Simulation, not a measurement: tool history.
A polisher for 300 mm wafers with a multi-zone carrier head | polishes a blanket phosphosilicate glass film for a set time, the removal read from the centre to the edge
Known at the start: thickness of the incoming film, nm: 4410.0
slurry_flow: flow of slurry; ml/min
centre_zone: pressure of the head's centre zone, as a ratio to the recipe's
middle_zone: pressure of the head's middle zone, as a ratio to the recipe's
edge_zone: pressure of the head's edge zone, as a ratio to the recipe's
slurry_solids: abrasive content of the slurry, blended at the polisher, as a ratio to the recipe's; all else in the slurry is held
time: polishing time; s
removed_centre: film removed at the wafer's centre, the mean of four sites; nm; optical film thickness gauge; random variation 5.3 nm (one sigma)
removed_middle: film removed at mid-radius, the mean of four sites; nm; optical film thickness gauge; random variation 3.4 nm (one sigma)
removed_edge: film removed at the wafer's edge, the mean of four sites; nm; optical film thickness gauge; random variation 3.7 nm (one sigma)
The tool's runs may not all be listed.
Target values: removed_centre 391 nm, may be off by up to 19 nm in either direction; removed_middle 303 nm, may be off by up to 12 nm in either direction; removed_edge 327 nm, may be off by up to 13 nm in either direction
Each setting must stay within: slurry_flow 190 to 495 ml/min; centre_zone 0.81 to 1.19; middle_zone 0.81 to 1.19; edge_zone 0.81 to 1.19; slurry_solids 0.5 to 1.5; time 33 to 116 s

{"run": 1, "hour": 0.0, "slurry_flow": 320, "centre_zone": 1, "middle_zone": 1, "edge_zone": 1, "slurry_solids": 1, "time": 74, "removed_centre": 614.94, "removed_middle": 591.05, "removed_edge": 616.27}
{"run": 2, "hour": 5.0, "slurry_flow": 320, "centre_zone": 1.01, "middle_zone": 0.99, "edge_zone": 0.99, "slurry_solids": 0.95, "time": 71, "removed_centre": 570.36, "removed_middle": 556.72, "removed_edge": 565.66}
{"run": 3, "hour": 10.2, "slurry_flow": 320, "centre_zone": 1.03, "middle_zone": 0.97, "edge_zone": 0.99, "slurry_solids": 0.9, "time": 68, "removed_centre": 543.76, "removed_middle": 501.02, "removed_edge": 535.18}
{"run": 4, "hour": 13.4, "slurry_flow": 320, "centre_zone": 1.03, "middle_zone": 0.97, "edge_zone": 0.99, "slurry_solids": 0.9, "time": 61, "removed_centre": 484.75, "removed_middle": 454.86, "removed_edge": 471.97}
{"run": 5, "hour": 17.6, "slurry_flow": 320, "centre_zone": 1.04, "middle_zone": 0.96, "edge_zone": 0.98, "slurry_solids": 0.85, "time": 60, "removed_centre": 476.74, "removed_middle": 430.16, "removed_edge": 452.2}
{"run": 6, "hour": 21.3, "slurry_flow": 320, "centre_zone": 1.04, "middle_zone": 0.96, "edge_zone": 0.98, "slurry_solids": 0.85, "time": 69, "removed_centre": 522.77, "removed_middle": 497.34, "removed_edge": 517.87}
{"run": 7, "hour": 27.2, "slurry_flow": 330, "centre_zone": 1.06, "middle_zone": 0.95, "edge_zone": 0.98, "slurry_solids": 0.85, "time": 66, "removed_centre": 527.18, "removed_middle": 473.83, "removed_edge": 509.56}
{"run": 8, "hour": 31.9, "slurry_flow": 325, "centre_zone": 1.07, "middle_zone": 0.94, "edge_zone": 0.96, "slurry_solids": 0.8, "time": 64, "removed_centre": 502.99, "removed_middle": 431.69, "removed_edge": 468.66}
{"run": 9, "hour": 36.0, "slurry_flow": 310, "centre_zone": 1.07, "middle_zone": 0.9, "edge_zone": 0.86, "slurry_solids": 0.55, "time": 56, "removed_centre": 354.18, "removed_middle": 304.09, "removed_edge": 313.38}
{"run": 10, "hour": 43.3, "slurry_flow": 315, "centre_zone": 1.08, "middle_zone": 0.9, "edge_zone": 0.86, "slurry_solids": 0.55, "time": 56, "removed_centre": 360.44, "removed_middle": 302.8, "removed_edge": 313.59}
{"run": 11, "hour": 44.6, "slurry_flow": 315, "centre_zone": 1.09, "middle_zone": 0.9, "edge_zone": 0.86, "slurry_solids": 0.55, "time": 56, "removed_centre": 364.23, "removed_middle": 296.89, "removed_edge": 312.64}
{"run": 12, "hour": 48.3, "slurry_flow": 330, "centre_zone": 1.11, "middle_zone": 0.91, "edge_zone": 0.88, "slurry_solids": 0.55, "time": 56, "removed_centre": 370.83, "removed_middle": 302.94, "removed_edge": 319.86}

Next run, 5 choices. One meets every target within its allowed miss, the rest don't. Which?
{"run": "A", "hour": 52.0, "slurry_flow": 260, "centre_zone": 1.11, "middle_zone": 0.84, "edge_zone": 0.81, "slurry_solids": 0.5, "time": 65, "removed_centre": "?", "removed_middle": "?", "removed_edge": "?"}
{"run": "B", "hour": 52.0, "slurry_flow": 330, "centre_zone": 1.19, "middle_zone": 0.96, "edge_zone": 0.81, "slurry_solids": 0.65, "time": 49, "removed_centre": "?", "removed_middle": "?", "removed_edge": "?"}
{"run": "C", "hour": 52.0, "slurry_flow": 325, "centre_zone": 1.03, "middle_zone": 0.87, "edge_zone": 0.88, "slurry_solids": 0.6, "time": 55, "removed_centre": "?", "removed_middle": "?", "removed_edge": "?"}
{"run": "D", "hour": 52.0, "slurry_flow": 295, "centre_zone": 1.08, "middle_zone": 0.96, "edge_zone": 0.81, "slurry_solids": 0.55, "time": 59, "removed_centre": "?", "removed_middle": "?", "removed_edge": "?"}
{"run": "E", "hour": 52.0, "slurry_flow": 350, "centre_zone": 1.12, "middle_zone": 0.92, "edge_zone": 0.89, "slurry_solids": 0.5, "time": 54, "removed_centre": "?", "removed_middle": "?", "removed_edge": "?"}

move=A removed_centre=388.13 removed_middle=309.92 removed_edge=328.52
move=B removed_centre=376.89 removed_middle=309.26 removed_edge=294.03
move=C removed_centre=348.92 removed_middle=307.65 removed_edge=327.35
move=D removed_centre=369.32 removed_middle=334.72 removed_edge=318.93
move=E removed_centre=337.28 removed_middle=284.72 removed_edge=291.38
A: all results land within tolerance of their targets
B: the worst result of the last run now meets its target, but another is out of spec
C: the biggest miss grows against the last run
D: the biggest miss grows against the last run
E: the biggest miss grows against the last run
Correct choice: A, which meets every target
